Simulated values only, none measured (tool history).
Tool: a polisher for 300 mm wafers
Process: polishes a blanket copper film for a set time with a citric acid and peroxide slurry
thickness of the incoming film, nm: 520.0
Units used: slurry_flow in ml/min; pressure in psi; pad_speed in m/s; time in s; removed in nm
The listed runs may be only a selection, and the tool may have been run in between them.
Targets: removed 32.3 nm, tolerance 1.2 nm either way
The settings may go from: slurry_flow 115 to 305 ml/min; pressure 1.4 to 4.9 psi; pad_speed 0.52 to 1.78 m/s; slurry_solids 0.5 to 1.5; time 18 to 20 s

run	hour	slurry_flow	pressure	pad_speed	slurry_solids	time	removed
1	0	195	3.1	1.14	1	20	46.372
2	1.6	195	2.9	1.14	1	20	42.885
3	4.6	195	2.7	1.14	1	20	39.969
4	12.3	195	2.7	1.14	1.1	20	40.491
5	21	245	2.7	1.14	1.1	20	42.347
6	30	240	2.6	1.14	1.1	20	39.972
7	32.5	240	2.5	1.14	1.1	20	38.588
8	34.1	230	1.9	1.14	1.1	20	30.175

5 next moves are on the table. One of them brings every result within its allowed miss. Which?
A	35.7	190	2	1.22	1.05	20	?
B	35.7	240	2.2	0.84	1.05	20	?
C	35.7	195	2	1.02	1.05	20	?
D	35.7	235	1.9	1.08	1.15	19	?
E	35.7	255	2.2	0.86	1.1	19	?

move	removed
A	32.08
B	26.586
C	27.694
D	27.472
E	26.177
A: all results in spec
B: moves away from the targets compared with the last run
C: moves away from the targets compared with the last run
D: moves away from the targets compared with the last run
E: moves away from the targets compared with the last run
Answer: A
